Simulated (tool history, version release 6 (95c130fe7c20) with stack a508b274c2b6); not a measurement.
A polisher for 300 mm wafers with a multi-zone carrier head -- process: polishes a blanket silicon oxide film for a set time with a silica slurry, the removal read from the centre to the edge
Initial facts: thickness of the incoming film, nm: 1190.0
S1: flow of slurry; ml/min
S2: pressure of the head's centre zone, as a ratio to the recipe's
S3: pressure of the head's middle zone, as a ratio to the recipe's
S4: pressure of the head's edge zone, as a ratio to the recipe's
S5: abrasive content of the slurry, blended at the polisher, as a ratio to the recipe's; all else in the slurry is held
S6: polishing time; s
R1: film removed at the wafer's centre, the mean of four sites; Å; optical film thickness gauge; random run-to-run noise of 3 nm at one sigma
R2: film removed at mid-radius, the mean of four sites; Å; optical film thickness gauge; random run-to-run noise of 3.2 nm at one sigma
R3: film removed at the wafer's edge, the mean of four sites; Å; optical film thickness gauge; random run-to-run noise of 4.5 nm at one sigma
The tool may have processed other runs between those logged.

run  hour   S1    S2    S3    S4    S5  S6      R1      R2      R3
  1   0.0  290  1.00  1.00  1.00  1.00  65  2154.1  2234.5  2334.8
  2   5.8  290  1.00  1.00  0.93  1.00  65  2232.2  2287.7  2240.0
  3   7.5  290  0.95  1.00  0.93  1.00  65  2034.5  2226.0  2217.4
  4  12.2  320  0.95  1.00  0.93  1.00  65  2128.1  2218.2  2241.5
  5  16.5  320  0.95  1.00  0.93  1.10  65  2226.5  2356.5  2298.3
  6  19.4  320  0.95  1.00  0.88  1.10  65  2198.8  2302.9  2235.4
  7  21.3  305  0.93  0.98  0.94  1.20  66  2241.3  2465.1  2487.0
  8  21.9  300  0.93  0.97  0.98  1.25  66  2299.2  2507.0  2516.4
  9  23.0  300  0.93  0.97  0.98  1.25  66  2243.5  2450.3  2552.9

Estimate the outcome of run 10 from the log above:
 10  23.5  295  0.93  0.97  1.01  1.30  66   ?   ?   ?

{"run 10": {"R1": 2268.0, "R2": 2482.3, "R3": 2589.4}}
